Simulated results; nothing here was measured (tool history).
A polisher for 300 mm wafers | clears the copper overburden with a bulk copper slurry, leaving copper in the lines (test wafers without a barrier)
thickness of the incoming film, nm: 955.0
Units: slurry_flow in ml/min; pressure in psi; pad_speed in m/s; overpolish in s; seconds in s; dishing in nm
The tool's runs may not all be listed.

run 1 hour=0 | slurry_flow=145 pressure=3.4 pad_speed=0.88 slurry_solids=1 overpolish=20 | seconds=82.236 dishing=118.89
run 2 hour=4.1 | slurry_flow=145 pressure=3.4 pad_speed=0.88 slurry_solids=1 overpolish=17 | seconds=81.989 dishing=106.42
run 3 hour=11.5 | slurry_flow=140 pressure=3.1 pad_speed=0.88 slurry_solids=1 overpolish=18 | seconds=89.973 dishing=104.54
run 4 hour=13.2 | slurry_flow=135 pressure=2.8 pad_speed=0.88 slurry_solids=1 overpolish=19 | seconds=98.827 dishing=97.966
run 5 hour=17.1 | slurry_flow=135 pressure=2.1 pad_speed=0.88 slurry_solids=1 overpolish=19 | seconds=130.97 dishing=81.629
run 6 hour=21.8 | slurry_flow=135 pressure=2 pad_speed=0.88 slurry_solids=1 overpolish=20 | seconds=133.96 dishing=78.648
run 7 hour=22.8 | slurry_flow=115 pressure=1.6 pad_speed=0.86 slurry_solids=1 overpolish=27 | seconds=171.15 dishing=81.168

The next listed run, before its measurement:
run 8 hour=25.1 | slurry_flow=120 pressure=1.6 pad_speed=0.86 slurry_solids=1 overpolish=26 | seconds=? dishing=?

Run 8 gave seconds 167.96 s, dishing 77.684 nm.
